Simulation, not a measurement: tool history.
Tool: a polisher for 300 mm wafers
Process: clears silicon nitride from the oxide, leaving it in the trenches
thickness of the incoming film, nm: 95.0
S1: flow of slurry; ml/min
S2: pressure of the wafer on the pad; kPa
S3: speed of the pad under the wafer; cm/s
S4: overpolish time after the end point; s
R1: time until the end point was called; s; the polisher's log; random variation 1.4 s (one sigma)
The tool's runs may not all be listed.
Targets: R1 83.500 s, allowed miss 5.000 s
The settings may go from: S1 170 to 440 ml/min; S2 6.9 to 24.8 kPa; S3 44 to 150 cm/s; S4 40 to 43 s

run	day	S1	S2	S3	S4	R1
1	0.000	280	15.9	96	40	124.270
2	0.104	280	12.4	96	40	157.750
3	0.333	280	12.4	84	40	171.940
4	0.492	255	12.4	84	40	164.560
# day 0.517: worn pad replaced by a new one
5	0.517	245	15.2	86	40	129.830
6	0.671	245	15.2	86	40	128.370
7	0.738	230	16.5	88	40	117.160
8	0.938	225	17.9	90	40	106.630

4 next moves are on the table. One of them brings every result within its allowed miss. Which?
A	1.138	210	20.0	88	42	?
B	1.138	170	20.0	94	40	?
C	1.138	245	22.1	94	40	?
D	1.138	170	21.4	88	40	?

move	R1
A	95.727
B	94.266
C	81.575
D	92.426
A: nearer than the last run, and not there yet
B: nearer than the last run, and not there yet
C: meets every target
D: nearer than the last run, and not there yet
Answer: C

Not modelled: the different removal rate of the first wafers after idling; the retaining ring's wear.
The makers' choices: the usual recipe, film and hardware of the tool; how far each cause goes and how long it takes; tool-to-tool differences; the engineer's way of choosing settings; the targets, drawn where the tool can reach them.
